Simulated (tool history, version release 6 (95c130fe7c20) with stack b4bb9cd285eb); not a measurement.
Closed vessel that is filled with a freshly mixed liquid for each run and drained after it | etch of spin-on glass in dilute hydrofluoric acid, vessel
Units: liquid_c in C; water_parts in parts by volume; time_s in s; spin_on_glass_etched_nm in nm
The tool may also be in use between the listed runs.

run  hour  liquid_c  water_parts  time_s  spin_on_glass_etched_nm
  1   0.0      26.0           75     150                   93.600
  2   7.0      26.0           95     150                   71.719
  3  13.0      26.0           95     150                   71.726
  4  19.0      26.0           95     160                   76.260
  5  23.8      26.0           95     160                   76.846
  6  31.2      24.5           95     160                   72.660
  7  34.7      24.5           95     160                   72.609
  8  35.3      26.0           85     160                   88.214
  9  36.4      27.0           75     160                  104.380
 10  37.5      28.0           70     160                  117.900
 11  46.2      29.0           65     160                  132.310
 12  51.5      30.0           60     160                  149.790
     58.2  -- thermometer replaced
 13  58.2      30.5           55     160                  154.570
 14  61.2      34.0           25     160                  407.570

Forecast run 15:
 15  69.4      32.5           25     160                        ?

spin_on_glass_etched_nm: 388.180 nm
